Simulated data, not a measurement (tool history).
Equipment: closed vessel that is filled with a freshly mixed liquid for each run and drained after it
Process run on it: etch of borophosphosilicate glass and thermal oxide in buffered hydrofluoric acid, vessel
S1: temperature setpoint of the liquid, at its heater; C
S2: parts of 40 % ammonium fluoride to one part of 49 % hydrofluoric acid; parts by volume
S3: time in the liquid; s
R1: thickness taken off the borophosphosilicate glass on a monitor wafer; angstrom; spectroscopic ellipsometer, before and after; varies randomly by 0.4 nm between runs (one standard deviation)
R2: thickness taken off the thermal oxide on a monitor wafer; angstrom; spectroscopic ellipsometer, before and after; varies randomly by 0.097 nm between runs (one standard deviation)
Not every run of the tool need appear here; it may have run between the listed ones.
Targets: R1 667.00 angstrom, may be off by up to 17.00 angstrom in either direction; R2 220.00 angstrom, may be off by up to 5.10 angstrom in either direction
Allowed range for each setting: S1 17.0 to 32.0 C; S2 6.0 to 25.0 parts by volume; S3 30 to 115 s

{"run": 1, "hour": 0.0, "S1": 24.0, "S2": 15.5, "S3": 60, "R1": 1309.5, "R2": 440.55}
{"run": 2, "hour": 2.6, "S1": 24.0, "S2": 15.5, "S3": 70, "R1": 1545.7, "R2": 511.35}
{"run": 3, "hour": 3.5, "S1": 23.5, "S2": 16.5, "S3": 70, "R1": 1403.3, "R2": 469.32}
{"run": 4, "hour": 9.3, "S1": 23.0, "S2": 17.0, "S3": 70, "R1": 1332.0, "R2": 439.25}
{"run": 5, "hour": 11.4, "S1": 22.5, "S2": 17.5, "S3": 70, "R1": 1265.1, "R2": 416.34}
{"run": 6, "hour": 18.3, "S1": 22.0, "S2": 18.0, "S3": 70, "R1": 1199.5, "R2": 393.45}
{"run": 7, "hour": 18.9, "S1": 21.5, "S2": 18.5, "S3": 70, "R1": 1149.5, "R2": 374.15}
{"run": 8, "hour": 27.0, "S1": 21.0, "S2": 19.0, "S3": 70, "R1": 1084.7, "R2": 353.5}
{"run": 9, "hour": 28.0, "S1": 17.0, "S2": 24.0, "S3": 70, "R1": 714.75, "R2": 236.75}
{"run": 10, "hour": 31.8, "S1": 17.0, "S2": 24.5, "S3": 70, "R1": 709.78, "R2": 234.32}
{"run": 11, "hour": 35.0, "S1": 17.0, "S2": 25.0, "S3": 70, "R1": 700.27, "R2": 230.78}
{"run": 12, "hour": 43.6, "S1": 17.0, "S2": 25.0, "S3": 65, "R1": 647.41, "R2": 213.88}

Consider the 4 candidate settings below. Which is the only one whose results all fall within their allowed miss of target?
{"run": "A", "hour": 52.2, "S1": 17.0, "S2": 23.5, "S3": 60, "R1": "?", "R2": "?"}
{"run": "B", "hour": 52.2, "S1": 17.5, "S2": 24.0, "S3": 60, "R1": "?", "R2": "?"}
{"run": "C", "hour": 52.2, "S1": 17.5, "S2": 25.0, "S3": 60, "R1": "?", "R2": "?"}
{"run": "D", "hour": 52.2, "S1": 17.5, "S2": 25.0, "S3": 65, "R1": "?", "R2": "?"}

move=A R1=621.57 R2=208.07
move=B R1=630.10 R2=211.01
move=C R1=612.47 R2=205.13
move=D R1=663.51 R2=222.23
A: further off than the last run
B: further off than the last run
C: further off than the last run
D: in spec on every target
Go with D: it meets all targets.
